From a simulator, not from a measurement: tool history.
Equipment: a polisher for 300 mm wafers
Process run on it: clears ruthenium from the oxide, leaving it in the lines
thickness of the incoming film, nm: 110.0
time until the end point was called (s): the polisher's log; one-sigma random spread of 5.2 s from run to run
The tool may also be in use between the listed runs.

run    day  flow of slurry (ml/min)  pressure of the wafer on the pad (kPa)  speed of the pad under the wafer (m/s)  overpolish time after the end point (s)  time until the end point was called (s)
  1  0.000                      200                                     9.0                                    1.18                                       12                                   142.08
  2  0.175                      200                                     9.0                                    0.96                                       12                                   158.77
  3  0.433                      200                                     9.0                                    0.68                                       12                                   194.04
  4  0.708                      245                                     9.0                                    0.68                                       12                                   191.47
  5  0.938                      245                                     9.0                                    0.92                                       12                                   163.14
  6  1.058                      245                                     7.6                                    0.88                                       12                                   193.45
  7  1.108                      245                                     6.2                                    0.84                                       12                                   241.03

Expected results for the next run?
  8  1.246                      245                                     5.5                                    0.84                                       12                                        ?

time until the end point was called (s): 274.41

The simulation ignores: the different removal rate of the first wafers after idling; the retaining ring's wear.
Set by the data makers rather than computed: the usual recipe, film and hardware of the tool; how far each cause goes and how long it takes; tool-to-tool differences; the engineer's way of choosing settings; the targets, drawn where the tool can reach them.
